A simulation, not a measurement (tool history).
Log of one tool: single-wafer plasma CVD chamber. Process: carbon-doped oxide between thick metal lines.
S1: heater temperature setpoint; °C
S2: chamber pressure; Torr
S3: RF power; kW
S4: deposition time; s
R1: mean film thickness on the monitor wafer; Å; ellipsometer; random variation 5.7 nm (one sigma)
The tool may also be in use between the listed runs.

run    day   S1    S2     S3   S4     R1
  1  0.000  340  5.38  0.375  305  14187
  2  0.133  341  5.22  0.370  305  13756
  3  0.392  341  5.22  0.370  315  14259
  4  0.542  341  5.22  0.370  305  13760
  5  0.879  343  5.06  0.370  305  13711
     1.125  -- thermocouple changed; heater temperature recalibrated
  6  1.125  344  4.92  0.365  305  13227
  7  1.446  346  4.85  0.365  305  13212
  8  1.762  347  4.73  0.365  305  13160
  9  1.925  356  3.65  0.330  305  11058
 10  1.996  355  3.70  0.330  305  11179
 11  2.100  354  3.74  0.330  305  11102

Forecast run 12:
 12  2.125  353  3.81  0.330  305   ?

Run 12 gave R1 11224 Å.
